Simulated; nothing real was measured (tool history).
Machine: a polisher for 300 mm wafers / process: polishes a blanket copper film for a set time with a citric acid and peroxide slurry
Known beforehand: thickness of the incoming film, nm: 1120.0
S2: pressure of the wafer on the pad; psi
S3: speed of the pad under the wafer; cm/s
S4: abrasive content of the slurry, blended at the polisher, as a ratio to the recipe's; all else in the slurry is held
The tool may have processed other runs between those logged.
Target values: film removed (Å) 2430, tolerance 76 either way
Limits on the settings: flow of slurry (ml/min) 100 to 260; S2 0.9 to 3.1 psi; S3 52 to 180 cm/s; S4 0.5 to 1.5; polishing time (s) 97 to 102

Run 1, hour 0: flow of slurry (ml/min) 165, S2 2 psi, S3 116 cm/s, S4 1, polishing time (s) 97. Result: film removed (Å) 1737.6.
Run 2, hour 8.3: flow of slurry (ml/min) 165, S2 2 psi, S3 144 cm/s, S4 1, polishing time (s) 97. Result: film removed (Å) 2160.5.
Run 3, hour 13.8: flow of slurry (ml/min) 165, S2 2 psi, S3 144 cm/s, S4 1, polishing time (s) 102. Result: film removed (Å) 2227.3.
Run 4, hour 20.5: flow of slurry (ml/min) 165, S2 1.5 psi, S3 144 cm/s, S4 1, polishing time (s) 102. Result: film removed (Å) 1705.2.
Run 5, hour 22.6: flow of slurry (ml/min) 175, S2 1.7 psi, S3 144 cm/s, S4 1, polishing time (s) 102. Result: film removed (Å) 1952.2.
Run 6, hour 23.9: flow of slurry (ml/min) 190, S2 1.8 psi, S3 144 cm/s, S4 1, polishing time (s) 102. Result: film removed (Å) 2077.1.
Run 7, hour 28.6: flow of slurry (ml/min) 195, S2 1.9 psi, S3 144 cm/s, S4 1, polishing time (s) 102. Result: film removed (Å) 2202.6.
Run 8, hour 36.6: flow of slurry (ml/min) 200, S2 1.9 psi, S3 144 cm/s, S4 1, polishing time (s) 102. Result: film removed (Å) 2196.1.
Run 9, hour 41.8: flow of slurry (ml/min) 205, S2 2 psi, S3 144 cm/s, S4 1, polishing time (s) 102. Result: film removed (Å) 2299.4.

Below are 4 possible settings for the next run. Only one of them brings all results inside the allowed miss of their targets. Which is it?
Run A, hour 47: flow of slurry (ml/min) 260, S2 1.6 psi, S3 178 cm/s, S4 1.15, polishing time (s) 102. Result: film removed (Å) ?.
Run B, hour 47: flow of slurry (ml/min) 195, S2 1.8 psi, S3 162 cm/s, S4 1.15, polishing time (s) 97. Result: film removed (Å) ?.
Run C, hour 47: flow of slurry (ml/min) 225, S2 2 psi, S3 134 cm/s, S4 0.95, polishing time (s) 99. Result: film removed (Å) ?.
Run D, hour 47: flow of slurry (ml/min) 175, S2 2 psi, S3 142 cm/s, S4 1, polishing time (s) 102. Result: film removed (Å) ?.

move  film removed (Å)
   A            2423.6
   B            2275.5
   C            2105.8
   D            2235.3
A: meets every target
B: lands further from the targets than the last run did
C: lands further from the targets than the last run did
D: lands further from the targets than the last run did
Answer: A
